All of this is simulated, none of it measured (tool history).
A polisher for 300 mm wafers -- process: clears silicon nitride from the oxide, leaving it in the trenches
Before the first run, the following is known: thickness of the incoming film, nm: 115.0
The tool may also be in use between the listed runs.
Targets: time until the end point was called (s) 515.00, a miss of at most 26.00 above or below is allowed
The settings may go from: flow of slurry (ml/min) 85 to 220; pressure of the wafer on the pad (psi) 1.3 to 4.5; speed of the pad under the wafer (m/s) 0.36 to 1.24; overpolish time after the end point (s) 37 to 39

run	hour	flow of slurry (ml/min)	pressure of the wafer on the pad (psi)	speed of the pad under the wafer (m/s)	overpolish time after the end point (s)	time until the end point was called (s)
1	0.0	140	2.9	0.80	37	203.16
2	2.3	140	2.7	0.76	37	226.20
3	5.9	140	2.7	0.68	37	252.81
4	6.9	140	2.5	0.66	37	280.76
5	14.5	140	2.1	0.66	37	333.85
6	20.2	140	2.0	0.66	37	347.98
7	26.3	130	1.3	0.54	37	647.23
8	34.6	135	1.3	0.54	37	642.57
9	35.7	145	2.0	0.56	37	412.38
10	36.7	140	2.0	0.56	37	401.88
11	44.2	140	1.3	0.54	37	613.50

Below are 4 possible settings for the next run. Only one of them brings all results inside the allowed miss of their targets. Which is it?
A	51.7	135	1.7	0.58	39	?
B	51.7	190	1.4	0.58	39	?
C	51.7	165	1.8	0.54	38	?
D	51.7	90	1.4	0.52	37	?

move	time until the end point was called (s)
A	451.26
B	515.49
C	443.65
D	649.57
A: moves the result that the last run missed by most past its target, out the other side
B: hits every target within its allowed miss
C: moves the result that the last run missed by most past its target, out the other side
D: the biggest miss grows against the last run
Go with B: it meets all targets.
